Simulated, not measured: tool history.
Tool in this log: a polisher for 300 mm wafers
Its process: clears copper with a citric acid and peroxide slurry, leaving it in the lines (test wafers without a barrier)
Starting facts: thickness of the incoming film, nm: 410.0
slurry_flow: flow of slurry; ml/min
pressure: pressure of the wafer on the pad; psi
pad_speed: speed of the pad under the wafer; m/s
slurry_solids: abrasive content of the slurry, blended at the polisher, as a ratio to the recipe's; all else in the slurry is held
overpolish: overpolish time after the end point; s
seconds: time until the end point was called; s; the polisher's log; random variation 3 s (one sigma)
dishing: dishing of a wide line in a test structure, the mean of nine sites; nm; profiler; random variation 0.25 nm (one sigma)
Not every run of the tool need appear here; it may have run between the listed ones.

{"run": 1, "hour": 0.0, "slurry_flow": 135, "pressure": 3.6, "pad_speed": 1.14, "slurry_solids": 1, "overpolish": 9, "seconds": 117.18, "dishing": 23.66}
{"run": 2, "hour": 1.5, "slurry_flow": 150, "pressure": 3.6, "pad_speed": 1.14, "slurry_solids": 1, "overpolish": 9, "seconds": 116.04, "dishing": 23.449}
{"run": 3, "hour": 4.8, "slurry_flow": 150, "pressure": 3.6, "pad_speed": 1.14, "slurry_solids": 1, "overpolish": 12, "seconds": 116.29, "dishing": 30.088}
{"run": 4, "hour": 8.9, "slurry_flow": 150, "pressure": 3.2, "pad_speed": 1.1, "slurry_solids": 1, "overpolish": 11, "seconds": 132.36, "dishing": 25.115}
{"run": 5, "hour": 15.7, "slurry_flow": 150, "pressure": 3.2, "pad_speed": 1.1, "slurry_solids": 1, "overpolish": 9, "seconds": 131.93, "dishing": 20.717}
{"run": 6, "hour": 24.5, "slurry_flow": 170, "pressure": 3.2, "pad_speed": 1.1, "slurry_solids": 1, "overpolish": 9, "seconds": 128.49, "dishing": 21.109}
{"run": 7, "hour": 29.4, "slurry_flow": 170, "pressure": 2.9, "pad_speed": 1.08, "slurry_solids": 1, "overpolish": 9, "seconds": 144.48, "dishing": 19.314}
{"run": 8, "hour": 33.9, "slurry_flow": 170, "pressure": 2.6, "pad_speed": 1.08, "slurry_solids": 1, "overpolish": 9, "seconds": 160.66, "dishing": 17.123}
{"run": 9, "hour": 38.5, "slurry_flow": 170, "pressure": 2.4, "pad_speed": 1.08, "slurry_solids": 1, "overpolish": 9, "seconds": 176.01, "dishing": 16.331}
{"run": 10, "hour": 43.2, "slurry_flow": 165, "pressure": 2.3, "pad_speed": 1.08, "slurry_solids": 1, "overpolish": 9, "seconds": 177.49, "dishing": 15.276}

Run 11 is up next; what results do you expect?
{"run": 11, "hour": 49.3, "slurry_flow": 160, "pressure": 2.2, "pad_speed": 1.08, "slurry_solids": 1, "overpolish": 9, "seconds": "?", "dishing": "?"}

seconds: 191.14 s
dishing: 14.319 nm

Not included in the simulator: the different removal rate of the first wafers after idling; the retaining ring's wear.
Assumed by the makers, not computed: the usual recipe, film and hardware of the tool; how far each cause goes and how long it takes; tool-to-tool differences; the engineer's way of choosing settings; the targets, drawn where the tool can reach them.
